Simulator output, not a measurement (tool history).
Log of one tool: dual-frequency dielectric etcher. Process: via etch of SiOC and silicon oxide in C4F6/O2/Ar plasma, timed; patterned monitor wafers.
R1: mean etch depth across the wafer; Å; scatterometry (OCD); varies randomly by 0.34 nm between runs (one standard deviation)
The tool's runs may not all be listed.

Run 1, hour 0.0: source power (W) 270, bias power (W) 160, etch time (s) 67.0. Result: R1 638.63 Å.
Run 2, hour 3.7: source power (W) 310, bias power (W) 160, etch time (s) 67.0. Result: R1 659.08 Å.
Run 3, hour 10.4: source power (W) 290, bias power (W) 146, etch time (s) 66.0. Result: R1 619.81 Å.
Run 4, hour 16.5: source power (W) 290, bias power (W) 146, etch time (s) 67.0. Result: R1 631.60 Å.
Run 5, hour 19.3: source power (W) 290, bias power (W) 160, etch time (s) 67.0. Result: R1 654.57 Å.
At hour 23.1: source power generator calibrated.
Run 6, hour 23.1: source power (W) 290, bias power (W) 178, etch time (s) 67.0. Result: R1 657.40 Å.

For run 7, what comes out?
Run 7, hour 27.3: source power (W) 260, bias power (W) 166, etch time (s) 66.0. Result: R1 ?.

{"run 7": {"R1": 620.78}}

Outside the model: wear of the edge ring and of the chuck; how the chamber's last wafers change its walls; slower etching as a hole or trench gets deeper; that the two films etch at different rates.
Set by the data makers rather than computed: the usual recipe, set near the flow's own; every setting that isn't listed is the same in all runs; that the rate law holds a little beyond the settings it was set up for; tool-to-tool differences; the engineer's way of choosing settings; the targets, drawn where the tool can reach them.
